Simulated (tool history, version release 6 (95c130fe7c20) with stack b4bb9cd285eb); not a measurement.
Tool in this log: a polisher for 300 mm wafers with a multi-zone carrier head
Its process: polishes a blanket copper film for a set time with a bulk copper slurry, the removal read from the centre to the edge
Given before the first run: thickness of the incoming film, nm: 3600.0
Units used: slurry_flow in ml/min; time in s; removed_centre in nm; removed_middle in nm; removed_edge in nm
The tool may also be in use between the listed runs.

| run | hour | slurry_flow | centre_zone | middle_zone | edge_zone | slurry_solids | time | removed_centre | removed_middle | removed_edge |
|---|---|---|---|---|---|---|---|---|---|---|
| 1 | 0 | 225 | 1 | 1 | 1 | 1 | 85 | 1231.5 | 1211.4 | 1183.1 |
| 2 | 8.6 | 220 | 0.96 | 1.03 | 1.01 | 1 | 85 | 1178.3 | 1253.3 | 1195.9 |
| 3 | 15.1 | 220 | 0.96 | 1.03 | 1.01 | 1 | 69 | 974.24 | 1016.1 | 964.49 |
| 4 | 20.4 | 220 | 0.96 | 1.03 | 1.01 | 1.1 | 69 | 982.41 | 1048.7 | 988.79 |
| 5 | 22.2 | 235 | 0.95 | 1.06 | 1.05 | 1.2 | 69 | 1014.6 | 1075.4 | 1038 |
| 6 | 24.1 | 235 | 0.95 | 1.13 | 1.05 | 1.2 | 69 | 1001.6 | 1161.5 | 1027.8 |

Run 7, settings as shown, results not yet in. Your forecast:
| 7 | 33.1 | 245 | 0.93 | 1.15 | 1.08 | 1.3 | 70 | ? | ? | ? |

{"run 7": {"removed_centre": 1023.9, "removed_middle": 1217.1, "removed_edge": 1073.7}}
